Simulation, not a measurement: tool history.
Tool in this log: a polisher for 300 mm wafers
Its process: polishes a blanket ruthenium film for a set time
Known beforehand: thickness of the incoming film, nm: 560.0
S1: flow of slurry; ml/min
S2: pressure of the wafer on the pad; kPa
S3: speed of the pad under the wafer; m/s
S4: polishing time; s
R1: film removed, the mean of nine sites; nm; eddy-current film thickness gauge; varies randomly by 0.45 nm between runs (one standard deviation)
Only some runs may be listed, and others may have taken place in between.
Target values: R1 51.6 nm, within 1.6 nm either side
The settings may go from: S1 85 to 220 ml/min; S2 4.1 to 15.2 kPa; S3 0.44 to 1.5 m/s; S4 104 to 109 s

Run 1, day 0: S1 140 ml/min, S2 9.7 kPa, S3 0.96 m/s, S4 104 s. Result: R1 93.112 nm.
Run 2, day 0.288: S1 135 ml/min, S2 9 kPa, S3 0.96 m/s, S4 104 s. Result: R1 86.163 nm.
Run 3, day 0.325: S1 135 ml/min, S2 7.6 kPa, S3 0.96 m/s, S4 104 s. Result: R1 72.983 nm.
Run 4, day 0.4: S1 130 ml/min, S2 6.9 kPa, S3 0.96 m/s, S4 104 s. Result: R1 65.628 nm.
Run 5, day 0.621: S1 130 ml/min, S2 8.3 kPa, S3 0.96 m/s, S4 104 s. Result: R1 78.335 nm.
Run 6, day 0.933: S1 130 ml/min, S2 9 kPa, S3 0.96 m/s, S4 104 s. Result: R1 85.061 nm.
Run 7, day 1.05: S1 125 ml/min, S2 8.3 kPa, S3 0.96 m/s, S4 104 s. Result: R1 78.059 nm.
Run 8, day 1.083: S1 125 ml/min, S2 7.6 kPa, S3 0.96 m/s, S4 104 s. Result: R1 71.577 nm.
Run 9, day 1.329: S1 125 ml/min, S2 6.9 kPa, S3 0.96 m/s, S4 104 s. Result: R1 65.418 nm.
Run 10, day 1.475: S1 120 ml/min, S2 6.9 kPa, S3 0.96 m/s, S4 104 s. Result: R1 64.572 nm.
Run 11, day 1.662: S1 115 ml/min, S2 6.9 kPa, S3 0.96 m/s, S4 104 s. Result: R1 63.803 nm.
Run 12, day 1.892: S1 110 ml/min, S2 6.9 kPa, S3 0.96 m/s, S4 104 s. Result: R1 63.638 nm.
Run 13, day 2.104: S1 100 ml/min, S2 6.2 kPa, S3 0.96 m/s, S4 104 s. Result: R1 55.687 nm.
Run 14, day 2.262: S1 95 ml/min, S2 6.2 kPa, S3 0.96 m/s, S4 104 s. Result: R1 54.918 nm.
Run 15, day 2.533: S1 90 ml/min, S2 5.5 kPa, S3 0.96 m/s, S4 104 s. Result: R1 47.821 nm.
Run 16, day 2.662: S1 90 ml/min, S2 5.5 kPa, S3 0.96 m/s, S4 104 s. Result: R1 48.338 nm.
Run 17, day 2.738: S1 90 ml/min, S2 5.5 kPa, S3 0.96 m/s, S4 104 s. Result: R1 48.799 nm.
Run 18, day 2.792: S1 100 ml/min, S2 5.5 kPa, S3 0.96 m/s, S4 104 s. Result: R1 50.057 nm.

Below are 4 possible settings for the next run. Only one of them brings all results inside the allowed miss of their targets. Which is it?
Run A, day 2.846: S1 100 ml/min, S2 5.5 kPa, S3 0.88 m/s, S4 109 s. Result: R1 ?.
Run B, day 2.846: S1 115 ml/min, S2 7.6 kPa, S3 0.68 m/s, S4 108 s. Result: R1 ?.
Run C, day 2.846: S1 85 ml/min, S2 5.5 kPa, S3 0.94 m/s, S4 104 s. Result: R1 ?.
Run D, day 2.846: S1 85 ml/min, S2 6.9 kPa, S3 0.8 m/s, S4 104 s. Result: R1 ?.

move      R1
   A  47.746
   B   51.97
   C  46.076
   D  48.774
A: moves away from the targets compared with the last run
B: every result lands within tolerance
C: moves away from the targets compared with the last run
D: moves away from the targets compared with the last run
Answer: B
